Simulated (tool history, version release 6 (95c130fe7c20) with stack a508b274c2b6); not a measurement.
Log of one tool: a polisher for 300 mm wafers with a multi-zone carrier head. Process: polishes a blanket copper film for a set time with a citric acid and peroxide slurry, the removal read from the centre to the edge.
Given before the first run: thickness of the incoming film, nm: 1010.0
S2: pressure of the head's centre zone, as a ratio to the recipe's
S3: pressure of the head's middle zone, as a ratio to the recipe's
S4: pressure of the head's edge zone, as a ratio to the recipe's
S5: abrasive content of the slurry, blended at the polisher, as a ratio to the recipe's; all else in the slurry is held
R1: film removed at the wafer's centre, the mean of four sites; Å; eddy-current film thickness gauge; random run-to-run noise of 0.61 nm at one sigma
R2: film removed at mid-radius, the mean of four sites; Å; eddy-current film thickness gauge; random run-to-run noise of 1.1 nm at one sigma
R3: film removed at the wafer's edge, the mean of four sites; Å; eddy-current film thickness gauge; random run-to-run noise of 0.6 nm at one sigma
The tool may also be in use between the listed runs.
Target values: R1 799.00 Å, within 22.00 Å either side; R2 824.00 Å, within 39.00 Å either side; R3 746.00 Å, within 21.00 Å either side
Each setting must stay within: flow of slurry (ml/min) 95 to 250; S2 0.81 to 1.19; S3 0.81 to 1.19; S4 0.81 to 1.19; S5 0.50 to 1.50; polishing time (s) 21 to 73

run 1 hour=0.0 | flow_of_slurry_(ml/min)=160 S2=1.00 S3=1.00 S4=1.00 S5=1.00 polishing_time_(s)=47 | R1=987.04 R2=1007.20 R3=1052.30
run 2 hour=0.9 | flow_of_slurry_(ml/min)=160 S2=0.95 S3=1.00 S4=1.00 S5=1.00 polishing_time_(s)=47 | R1=925.13 R2=997.53 R3=1048.60
run 3 hour=5.9 | flow_of_slurry_(ml/min)=160 S2=0.95 S3=1.00 S4=1.00 S5=1.00 polishing_time_(s)=42 | R1=838.80 R2=890.28 R3=942.39
run 4 hour=8.7 | flow_of_slurry_(ml/min)=160 S2=0.96 S3=1.01 S4=0.98 S5=0.95 polishing_time_(s)=42 | R1=835.94 R2=891.10 R3=920.66
run 5 hour=10.2 | flow_of_slurry_(ml/min)=190 S2=0.96 S3=1.01 S4=0.98 S5=0.95 polishing_time_(s)=42 | R1=868.42 R2=914.11 R3=949.78
run 6 hour=14.2 | flow_of_slurry_(ml/min)=190 S2=0.96 S3=1.01 S4=0.94 S5=0.95 polishing_time_(s)=42 | R1=856.64 R2=915.52 R3=929.02
run 7 hour=14.8 | flow_of_slurry_(ml/min)=185 S2=0.97 S3=1.01 S4=0.93 S5=0.90 polishing_time_(s)=42 | R1=864.71 R2=891.86 R3=902.48
run 8 hour=21.3 | flow_of_slurry_(ml/min)=180 S2=0.97 S3=1.02 S4=0.92 S5=0.90 polishing_time_(s)=42 | R1=840.10 R2=925.95 R3=894.07
run 9 hour=29.5 | flow_of_slurry_(ml/min)=175 S2=0.98 S3=1.01 S4=0.91 S5=0.85 polishing_time_(s)=42 | R1=839.35 R2=887.86 R3=875.78
run 10 hour=31.7 | flow_of_slurry_(ml/min)=130 S2=1.04 S3=1.11 S4=0.81 S5=0.60 polishing_time_(s)=41 | R1=738.05 R2=792.90 R3=693.71
run 11 hour=34.0 | flow_of_slurry_(ml/min)=135 S2=1.04 S3=1.11 S4=0.81 S5=0.60 polishing_time_(s)=41 | R1=732.32 R2=777.04 R3=703.02
run 12 hour=35.8 | flow_of_slurry_(ml/min)=140 S2=1.04 S3=1.11 S4=0.81 S5=0.60 polishing_time_(s)=41 | R1=764.53 R2=784.85 R3=703.40

Which of these 5 next moves meets every target?
run A hour=37.6 | flow_of_slurry_(ml/min)=165 S2=1.08 S3=0.99 S4=0.92 S5=0.55 polishing_time_(s)=41 | R1=? R2=? R3=?
run B hour=37.6 | flow_of_slurry_(ml/min)=115 S2=1.06 S3=1.11 S4=0.81 S5=0.70 polishing_time_(s)=43 | R1=? R2=? R3=?
run C hour=37.6 | flow_of_slurry_(ml/min)=150 S2=1.05 S3=1.10 S4=0.81 S5=0.60 polishing_time_(s)=39 | R1=? R2=? R3=?
run D hour=37.6 | flow_of_slurry_(ml/min)=115 S2=1.17 S3=1.18 S4=0.81 S5=0.50 polishing_time_(s)=41 | R1=? R2=? R3=?
run E hour=37.6 | flow_of_slurry_(ml/min)=155 S2=0.96 S3=0.93 S4=0.93 S5=0.50 polishing_time_(s)=44 | R1=? R2=? R3=?

move=A R1=797.64 R2=743.45 R3=761.51
move=B R1=798.94 R2=831.06 R3=758.22
move=C R1=740.83 R2=765.94 R3=689.69
move=D R1=763.21 R2=750.08 R3=655.01
move=E R1=728.25 R2=734.56 R3=791.68
A: the worst result of the last run now meets its target, but another is out of spec
B: hits every target within its allowed miss
C: further off than the last run
D: further off than the last run
E: moves the result that the last run missed by most past its target, out the other side
Move B is the one to make.
